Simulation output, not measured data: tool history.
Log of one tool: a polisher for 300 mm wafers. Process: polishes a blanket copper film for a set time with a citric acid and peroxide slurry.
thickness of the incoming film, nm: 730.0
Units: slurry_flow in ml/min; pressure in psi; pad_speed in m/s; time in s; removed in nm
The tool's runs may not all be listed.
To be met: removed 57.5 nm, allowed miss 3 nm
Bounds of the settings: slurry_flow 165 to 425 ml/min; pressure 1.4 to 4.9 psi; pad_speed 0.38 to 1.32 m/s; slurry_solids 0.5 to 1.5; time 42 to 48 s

{"run": 1, "hour": 0.0, "slurry_flow": 275, "pressure": 3.1, "pad_speed": 0.84, "slurry_solids": 1, "time": 48, "removed": 75.132}
{"run": 2, "hour": 7.8, "slurry_flow": 275, "pressure": 2.9, "pad_speed": 0.84, "slurry_solids": 1, "time": 48, "removed": 70.891}
{"run": 3, "hour": 12.9, "slurry_flow": 275, "pressure": 2.9, "pad_speed": 0.84, "slurry_solids": 1.15, "time": 48, "removed": 75.122}
{"run": 4, "hour": 17.7, "slurry_flow": 275, "pressure": 2.9, "pad_speed": 0.76, "slurry_solids": 1.15, "time": 48, "removed": 67.482}
{"run": 5, "hour": 22.8, "slurry_flow": 275, "pressure": 2.9, "pad_speed": 0.76, "slurry_solids": 1.35, "time": 48, "removed": 67.599}
{"run": 6, "hour": 28.5, "slurry_flow": 325, "pressure": 2.9, "pad_speed": 0.76, "slurry_solids": 1.35, "time": 48, "removed": 71.691}
{"run": 7, "hour": 36.4, "slurry_flow": 320, "pressure": 2.8, "pad_speed": 0.76, "slurry_solids": 1.35, "time": 48, "removed": 69.683}
{"run": 8, "hour": 37.0, "slurry_flow": 315, "pressure": 2.7, "pad_speed": 0.76, "slurry_solids": 1.35, "time": 48, "removed": 67.384}
{"run": 9, "hour": 40.8, "slurry_flow": 310, "pressure": 2.6, "pad_speed": 0.76, "slurry_solids": 1.35, "time": 48, "removed": 64.287}
{"run": 10, "hour": 44.5, "slurry_flow": 305, "pressure": 2.5, "pad_speed": 0.76, "slurry_solids": 1.35, "time": 48, "removed": 61.873}
{"run": 11, "hour": 51.0, "slurry_flow": 300, "pressure": 2.5, "pad_speed": 0.76, "slurry_solids": 1.35, "time": 48, "removed": 62.316}

5 next moves are on the table. One of them brings every result within its allowed miss. Which?
{"run": "A", "hour": 57.5, "slurry_flow": 285, "pressure": 2.4, "pad_speed": 0.76, "slurry_solids": 1.4, "time": 42, "removed": "?"}
{"run": "B", "hour": 57.5, "slurry_flow": 170, "pressure": 2.6, "pad_speed": 0.84, "slurry_solids": 1.45, "time": 42, "removed": "?"}
{"run": "C", "hour": 57.5, "slurry_flow": 300, "pressure": 2.4, "pad_speed": 0.62, "slurry_solids": 1.4, "time": 47, "removed": "?"}
{"run": "D", "hour": 57.5, "slurry_flow": 300, "pressure": 2.2, "pad_speed": 0.68, "slurry_solids": 1.35, "time": 47, "removed": "?"}
{"run": "E", "hour": 57.5, "slurry_flow": 295, "pressure": 2.7, "pad_speed": 0.78, "slurry_solids": 1.3, "time": 47, "removed": "?"}

move=A removed=52.192
move=B removed=59.104
move=C removed=49.729
move=D removed=48.971
move=E removed=65.957
A: takes the result that was furthest off past its target
B: meets every target
C: takes the result that was furthest off past its target
D: takes the result that was furthest off past its target
E: further off than the last run
Move B is the one to make.
